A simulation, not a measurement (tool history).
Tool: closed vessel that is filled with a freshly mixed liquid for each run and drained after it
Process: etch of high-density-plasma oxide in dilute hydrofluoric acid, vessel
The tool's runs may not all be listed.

run  hour  temperature setpoint of the liquid (°C)  parts of water to one part of 49 % hydrofluoric acid (parts by volume)  time in the liquid (s)  thickness taken off the high-density-plasma oxide on a monitor wafer (Å)
  1     0                                       24                                                                     100                     225                                                                    178.65
  2   2.4                                     25.5                                                                      90                     225                                                                    213.15
  3   6.2                                     28.5                                                                      90                     225                                                                    244.84
  4    15                                     28.5                                                                     110                     225                                                                    193.45
     18.9  -- hydrofluoric acid flow meter replaced
  5  18.9                                     28.5                                                                      75                     225                                                                    321.29
  6  26.1                                       29                                                                      75                     225                                                                    326.09
  7  27.9                                     29.5                                                                      70                     225                                                                       360

Run 8 comes next. What will it give?
  8  36.5                                       30                                                                      70                     225                                                                         ?

Run 8 gave thickness taken off the high-density-plasma oxide on a monitor wafer (Å) 365.8.

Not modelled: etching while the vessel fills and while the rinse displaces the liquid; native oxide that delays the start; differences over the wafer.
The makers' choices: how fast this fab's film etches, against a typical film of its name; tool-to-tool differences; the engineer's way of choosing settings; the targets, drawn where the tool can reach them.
